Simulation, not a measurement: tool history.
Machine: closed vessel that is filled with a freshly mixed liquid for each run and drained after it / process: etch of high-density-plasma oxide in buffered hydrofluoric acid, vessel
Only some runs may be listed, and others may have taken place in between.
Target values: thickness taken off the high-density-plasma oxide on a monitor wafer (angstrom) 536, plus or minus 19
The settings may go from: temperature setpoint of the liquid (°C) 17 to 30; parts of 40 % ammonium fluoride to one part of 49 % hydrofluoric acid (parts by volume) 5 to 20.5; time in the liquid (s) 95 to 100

run	hour	temperature setpoint of the liquid (°C)	parts of 40 % ammonium fluoride to one part of 49 % hydrofluoric acid (parts by volume)	time in the liquid (s)	thickness taken off the high-density-plasma oxide on a monitor wafer (angstrom)
1	0	22	12.5	95	848.51
2	1.2	22	12.5	100	890.03
3	5.7	21.5	13	100	828.79
4	7.4	21	13	100	810.61
5	14.8	20.5	13.5	100	757.78
6	17.3	20.5	16.5	100	614.4
7	25.7	20	16.5	100	599.24
8	29.9	19	16.5	100	574.95
9	33.8	19	16.5	100	579.15

4 candidate next runs follow, results not yet known. Just one meets every target within its allowed miss. Identify it.
A	37.7	19.5	16.5	100	?
B	37.7	20	16.5	100	?
C	37.7	19.5	16	100	?
D	37.7	18.5	17	100	?

move	thickness taken off the high-density-plasma oxide on a monitor wafer (angstrom)
A	591.83
B	608.7
C	610.06
D	543.11
A: moves away from the targets compared with the last run
B: moves away from the targets compared with the last run
C: moves away from the targets compared with the last run
D: every result lands within tolerance
So the answer is move D, the one that meets all the targets.

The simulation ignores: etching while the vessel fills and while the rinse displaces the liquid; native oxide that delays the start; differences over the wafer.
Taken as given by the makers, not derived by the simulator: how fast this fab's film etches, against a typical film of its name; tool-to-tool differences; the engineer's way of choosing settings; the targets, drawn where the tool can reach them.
